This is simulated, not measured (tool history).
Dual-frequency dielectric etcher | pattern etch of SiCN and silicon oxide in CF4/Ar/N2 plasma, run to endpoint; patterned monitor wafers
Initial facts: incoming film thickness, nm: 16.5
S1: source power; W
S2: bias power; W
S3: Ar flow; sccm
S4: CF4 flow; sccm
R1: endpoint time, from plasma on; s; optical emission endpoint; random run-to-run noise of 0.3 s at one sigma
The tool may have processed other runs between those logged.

Run 1, hour 0: S1 330 W, S2 75 W, S3 118 sccm, S4 57 sccm. Result: R1 27.025 s.
Run 2, hour 4.5: S1 330 W, S2 75 W, S3 118 sccm, S4 64 sccm. Result: R1 26.431 s.
Run 3, hour 8.8: S1 330 W, S2 75 W, S3 106 sccm, S4 64 sccm. Result: R1 25.852 s.
Run 4, hour 13.9: S1 330 W, S2 75 W, S3 121 sccm, S4 64 sccm. Result: R1 26.653 s.
Run 5, hour 16: S1 330 W, S2 65 W, S3 121 sccm, S4 64 sccm. Result: R1 28.76 s.
Run 6, hour 25: S1 330 W, S2 72 W, S3 121 sccm, S4 64 sccm. Result: R1 26.934 s.

Forecast run 7:
Run 7, hour 29.7: S1 270 W, S2 57 W, S3 132 sccm, S4 60 sccm. Result: R1 ?.

R1: 39.973 s
